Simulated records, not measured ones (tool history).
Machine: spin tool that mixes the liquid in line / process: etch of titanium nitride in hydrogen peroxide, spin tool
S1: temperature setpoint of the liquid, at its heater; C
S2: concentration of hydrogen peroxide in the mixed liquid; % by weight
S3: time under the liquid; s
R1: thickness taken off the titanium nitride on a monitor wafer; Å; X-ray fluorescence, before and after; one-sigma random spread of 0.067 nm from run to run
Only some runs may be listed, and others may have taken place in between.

run 1 hour=0.0 | S1=49.0 S2=22.0 S3=300 | R1=65.149
run 2 hour=2.3 | S1=50.0 S2=22.0 S3=300 | R1=71.360
run 3 hour=8.0 | S1=50.0 S2=18.5 S3=300 | R1=67.439
run 4 hour=14.5 | S1=50.0 S2=16.0 S3=300 | R1=66.373
run 5 hour=22.7 | S1=51.0 S2=16.0 S3=300 | R1=70.650
run 6 hour=26.5 | S1=51.5 S2=16.0 S3=300 | R1=73.512
run 7 hour=27.9 | S1=52.0 S2=16.0 S3=300 | R1=76.965
-- hour=34.7 thermometer replaced
run 8 hour=34.7 | S1=52.5 S2=16.0 S3=300 | R1=85.387

The next listed run, before its measurement:
run 9 hour=42.4 | S1=53.5 S2=16.0 S3=300 | R1=?

{"run 9": {"R1": 92.319}}
